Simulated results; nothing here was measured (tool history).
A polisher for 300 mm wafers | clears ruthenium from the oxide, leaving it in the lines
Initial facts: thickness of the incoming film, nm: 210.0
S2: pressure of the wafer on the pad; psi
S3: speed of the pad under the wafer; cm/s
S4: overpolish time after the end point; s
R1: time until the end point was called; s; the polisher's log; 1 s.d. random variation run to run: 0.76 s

Run 1, hour 0.0: flow of slurry (ml/min) 285, S2 2.7 psi, S3 130 cm/s, S4 41 s. Result: R1 93.271 s.
Run 2, hour 3.5: flow of slurry (ml/min) 285, S2 2.7 psi, S3 100 cm/s, S4 41 s. Result: R1 118.040 s.
Run 3, hour 7.9: flow of slurry (ml/min) 285, S2 3.1 psi, S3 108 cm/s, S4 41 s. Result: R1 97.943 s.
Run 4, hour 12.2: flow of slurry (ml/min) 220, S2 3.1 psi, S3 108 cm/s, S4 41 s. Result: R1 100.160 s.
Run 5, hour 12.9: flow of slurry (ml/min) 220, S2 3.4 psi, S3 116 cm/s, S4 41 s. Result: R1 84.867 s.
Run 6, hour 17.9: flow of slurry (ml/min) 220, S2 3.6 psi, S3 122 cm/s, S4 41 s. Result: R1 75.215 s.
Run 7, hour 18.7: flow of slurry (ml/min) 220, S2 3.8 psi, S3 124 cm/s, S4 41 s. Result: R1 70.702 s.

Forecast run 8:
Run 8, hour 20.8: flow of slurry (ml/min) 220, S2 3.9 psi, S3 128 cm/s, S4 41 s. Result: R1 ?.

{"run 8": {"R1": 67.433}}

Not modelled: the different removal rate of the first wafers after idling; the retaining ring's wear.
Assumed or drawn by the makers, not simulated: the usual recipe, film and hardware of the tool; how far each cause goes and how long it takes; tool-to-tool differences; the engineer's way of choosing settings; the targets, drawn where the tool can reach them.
